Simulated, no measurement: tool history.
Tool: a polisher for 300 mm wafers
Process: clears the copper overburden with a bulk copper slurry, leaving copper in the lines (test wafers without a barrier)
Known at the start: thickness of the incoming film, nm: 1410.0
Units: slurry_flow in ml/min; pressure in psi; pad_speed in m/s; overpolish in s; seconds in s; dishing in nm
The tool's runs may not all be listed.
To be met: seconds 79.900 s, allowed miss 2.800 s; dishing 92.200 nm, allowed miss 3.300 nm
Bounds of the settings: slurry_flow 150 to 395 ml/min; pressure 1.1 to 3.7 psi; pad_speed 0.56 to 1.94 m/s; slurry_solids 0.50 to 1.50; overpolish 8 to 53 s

Run 1, hour 0.0: slurry_flow 250 ml/min, pressure 2.4 psi, pad_speed 1.24 m/s, slurry_solids 1.00, overpolish 27 s. Result: seconds 140.100 s, dishing 79.465 nm.
Run 2, hour 2.8: slurry_flow 250 ml/min, pressure 2.6 psi, pad_speed 1.26 m/s, slurry_solids 1.00, overpolish 24 s. Result: seconds 129.810 s, dishing 81.553 nm.
Run 3, hour 8.0: slurry_flow 250 ml/min, pressure 2.8 psi, pad_speed 1.30 m/s, slurry_solids 1.00, overpolish 21 s. Result: seconds 114.070 s, dishing 80.999 nm.
Run 4, hour 16.4: slurry_flow 250 ml/min, pressure 2.8 psi, pad_speed 1.30 m/s, slurry_solids 1.00, overpolish 15 s. Result: seconds 115.470 s, dishing 71.267 nm.
Run 5, hour 23.8: slurry_flow 250 ml/min, pressure 2.8 psi, pad_speed 1.30 m/s, slurry_solids 0.90, overpolish 15 s. Result: seconds 118.930 s, dishing 70.733 nm.
Run 6, hour 31.9: slurry_flow 250 ml/min, pressure 3.0 psi, pad_speed 1.30 m/s, slurry_solids 0.90, overpolish 16 s. Result: seconds 114.200 s, dishing 75.452 nm.
Run 7, hour 34.9: slurry_flow 250 ml/min, pressure 3.1 psi, pad_speed 1.34 m/s, slurry_solids 0.90, overpolish 16 s. Result: seconds 104.790 s, dishing 77.769 nm.
Run 8, hour 42.7: slurry_flow 250 ml/min, pressure 3.2 psi, pad_speed 1.36 m/s, slurry_solids 0.90, overpolish 16 s. Result: seconds 101.120 s, dishing 80.745 nm.
Run 9, hour 50.3: slurry_flow 250 ml/min, pressure 3.3 psi, pad_speed 1.38 m/s, slurry_solids 0.90, overpolish 16 s. Result: seconds 97.577 s, dishing 81.245 nm.
Run 10, hour 53.8: slurry_flow 250 ml/min, pressure 3.4 psi, pad_speed 1.40 m/s, slurry_solids 0.90, overpolish 16 s. Result: seconds 92.546 s, dishing 82.909 nm.
Run 11, hour 60.5: slurry_flow 250 ml/min, pressure 3.5 psi, pad_speed 1.42 m/s, slurry_solids 0.90, overpolish 16 s. Result: seconds 87.415 s, dishing 85.509 nm.
Run 12, hour 66.8: slurry_flow 255 ml/min, pressure 3.6 psi, pad_speed 1.44 m/s, slurry_solids 0.90, overpolish 17 s. Result: seconds 84.197 s, dishing 87.478 nm.

Which of these 5 next moves meets every target?
Run A, hour 73.1: slurry_flow 260 ml/min, pressure 3.7 psi, pad_speed 1.42 m/s, slurry_solids 0.75, overpolish 20 s. Result: seconds ?, dishing ?.
Run B, hour 73.1: slurry_flow 300 ml/min, pressure 3.5 psi, pad_speed 1.44 m/s, slurry_solids 0.95, overpolish 31 s. Result: seconds ?, dishing ?.
Run C, hour 73.1: slurry_flow 345 ml/min, pressure 3.7 psi, pad_speed 1.38 m/s, slurry_solids 1.00, overpolish 19 s. Result: seconds ?, dishing ?.
Run D, hour 73.1: slurry_flow 270 ml/min, pressure 3.7 psi, pad_speed 1.34 m/s, slurry_solids 0.95, overpolish 30 s. Result: seconds ?, dishing ?.
Run E, hour 73.1: slurry_flow 215 ml/min, pressure 2.9 psi, pad_speed 1.72 m/s, slurry_solids 1.05, overpolish 13 s. Result: seconds ?, dishing ?.

move  seconds  dishing
   A   88.477   90.647
   B   84.518   95.756
   C   81.260   91.325
   D   86.621   96.724
   E   85.481   76.698
A: further off than the last run
B: further off than the last run
C: meets every target
D: further off than the last run
E: further off than the last run
The right move is C.

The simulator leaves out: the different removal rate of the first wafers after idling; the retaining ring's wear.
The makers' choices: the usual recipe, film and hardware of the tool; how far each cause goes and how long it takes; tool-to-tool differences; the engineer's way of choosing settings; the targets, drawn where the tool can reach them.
